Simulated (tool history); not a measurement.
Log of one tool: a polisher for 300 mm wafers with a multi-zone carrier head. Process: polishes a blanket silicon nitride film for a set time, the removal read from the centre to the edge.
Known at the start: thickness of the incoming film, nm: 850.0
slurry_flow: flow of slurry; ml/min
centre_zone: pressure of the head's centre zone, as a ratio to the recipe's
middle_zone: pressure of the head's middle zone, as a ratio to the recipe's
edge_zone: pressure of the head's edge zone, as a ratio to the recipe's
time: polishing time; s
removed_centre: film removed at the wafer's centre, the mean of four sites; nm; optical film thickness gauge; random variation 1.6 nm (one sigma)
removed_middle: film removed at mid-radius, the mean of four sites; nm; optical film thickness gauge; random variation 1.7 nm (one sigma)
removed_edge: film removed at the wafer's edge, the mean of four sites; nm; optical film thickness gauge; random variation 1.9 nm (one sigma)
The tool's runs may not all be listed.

run,hour,slurry_flow,centre_zone,middle_zone,edge_zone,time,removed_centre,removed_middle,removed_edge
1,0,275,1,1,1,77,109.79,120.33,122.76
2,8,275,1,1,1,86,123.38,136.66,138.42
3,9.1,275,1,1,1,104,152.32,162.2,166.62
4,10,280,1.05,1.03,0.95,99,152.64,159.36,148.97
5,12.3,280,1.06,1.03,0.91,98,149.11,159.57,150.1
6,13.1,280,1.06,1.08,0.91,98,149.21,167.4,148.39
# hour 17.9: centre zone pressure recalibrated
7,17.9,280,1.1,1.08,0.9,95,165.03,160.05,142.95
8,19.5,280,1.1,1.09,0.88,92,162.95,159.73,135.08

Forecast run 9:
9,21.9,280,1.09,1.08,0.87,91,?,?,?

Run 9 gave removed_centre 158.71 nm, removed_middle 153.86 nm, removed_edge 136.96 nm.

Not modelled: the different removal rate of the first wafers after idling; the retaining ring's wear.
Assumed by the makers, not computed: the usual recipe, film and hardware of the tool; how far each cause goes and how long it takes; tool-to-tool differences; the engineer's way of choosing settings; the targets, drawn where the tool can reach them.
